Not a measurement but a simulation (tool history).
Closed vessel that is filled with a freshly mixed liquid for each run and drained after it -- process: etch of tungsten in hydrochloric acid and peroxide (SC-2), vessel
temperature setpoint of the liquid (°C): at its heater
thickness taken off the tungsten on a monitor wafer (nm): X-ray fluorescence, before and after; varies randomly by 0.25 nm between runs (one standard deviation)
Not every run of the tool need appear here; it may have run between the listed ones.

run    day  temperature setpoint of the liquid (°C)  parts of water to one part each of 37 % hydrochloric acid and 30 % peroxide (parts by volume)  time in the liquid (s)  thickness taken off the tungsten on a monitor wafer (nm)
  1  0.000                                     50.0                                                                                            7.5                     100                                                    43.825
  2  0.025                                     50.0                                                                                           10.0                     100                                                    34.040
  3  0.054                                     50.0                                                                                            9.0                     100                                                    36.953
  4  0.208                                     49.5                                                                                            9.0                     100                                                    36.246
  5  0.396                                     54.5                                                                                            9.0                     100                                                    50.150
     0.425  -- new drum of peroxide connected
  6  0.425                                     53.0                                                                                            9.0                     100                                                    47.362
  7  0.704                                     52.0                                                                                            9.0                     100                                                    44.115

Forecast run 8:
  8  1.071                                     44.5                                                                                            9.0                     100                                                         ?

{"run 8": {"thickness taken off the tungsten on a monitor wafer (nm)": 26.529}}
